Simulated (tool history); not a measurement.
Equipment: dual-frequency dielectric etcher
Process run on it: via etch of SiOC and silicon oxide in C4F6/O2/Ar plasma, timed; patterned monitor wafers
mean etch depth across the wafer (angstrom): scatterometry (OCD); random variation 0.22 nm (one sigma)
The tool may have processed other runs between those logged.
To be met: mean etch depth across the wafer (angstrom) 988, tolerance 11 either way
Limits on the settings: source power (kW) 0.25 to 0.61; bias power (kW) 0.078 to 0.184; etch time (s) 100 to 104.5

run  hour  source power (kW)  bias power (kW)  etch time (s)  mean etch depth across the wafer (angstrom)
  1     0               0.43            0.131            100                                       1108.5
  2   1.2               0.43            0.131          104.5                                       1161.4
  3  10.1               0.51            0.131          104.5                                       1223.1
  4  12.3               0.43            0.121          104.5                                       1140.2
  5  21.2               0.51            0.121          104.5                                       1201.2
  6  24.8               0.57            0.121          104.5                                       1252.3
  7  30.1               0.47            0.115          104.5                                       1157.9
  8  37.1                0.4            0.111          104.5                                       1095.2
  9  38.9               0.31            0.106          104.5                                        999.4

Exercise: of the 5 proposed moves below, exactly one satisfies all targets within the stated allowed misses. Which move is it?
  A  40.7                0.3            0.111            103                                            ?
  B  40.7               0.33             0.11            103                                            ?
  C  40.7               0.35            0.104          103.5                                            ?
  D  40.7               0.31            0.121            103                                            ?
  E  40.7               0.35            0.094          104.5                                            ?

move  mean etch depth across the wafer (angstrom)
   A                                        986.8
   B                                       1014.6
   C                                       1027.6
   D                                       1014.2
   E                                       1018.4
A: all results in spec
B: its largest miss is bigger than the last run's
C: its largest miss is bigger than the last run's
D: its largest miss is bigger than the last run's
E: its largest miss is bigger than the last run's
The right move is A.
